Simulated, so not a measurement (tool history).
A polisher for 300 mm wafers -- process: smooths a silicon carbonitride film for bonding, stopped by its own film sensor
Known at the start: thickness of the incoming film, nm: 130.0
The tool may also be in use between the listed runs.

run	hour	flow of slurry (ml/min)	pressure of the wafer on the pad (psi)	speed of the pad under the wafer (m/s)	abrasive content of the slurry	target thickness at which the film sensor stops the polish (Å)	time until the film sensor stopped the polish (s)
1	0.0	250	1.9	0.98	1.0	980	143.57
2	1.7	250	1.7	0.90	1.0	980	164.50
3	10.4	250	1.7	0.90	1.1	980	158.40
4	13.7	250	1.5	0.80	1.1	980	192.90
5	20.1	250	1.4	0.76	1.1	980	207.83
6	25.3	250	1.4	0.76	0.9	980	228.70
7	30.7	250	1.3	0.74	0.9	980	246.91
8	32.3	250	1.2	0.74	0.9	980	266.60

Run 9 has not been measured yet. What should we expect?
9	35.5	245	0.9	0.74	0.9	980	?

time until the film sensor stopped the polish (s): 335.76

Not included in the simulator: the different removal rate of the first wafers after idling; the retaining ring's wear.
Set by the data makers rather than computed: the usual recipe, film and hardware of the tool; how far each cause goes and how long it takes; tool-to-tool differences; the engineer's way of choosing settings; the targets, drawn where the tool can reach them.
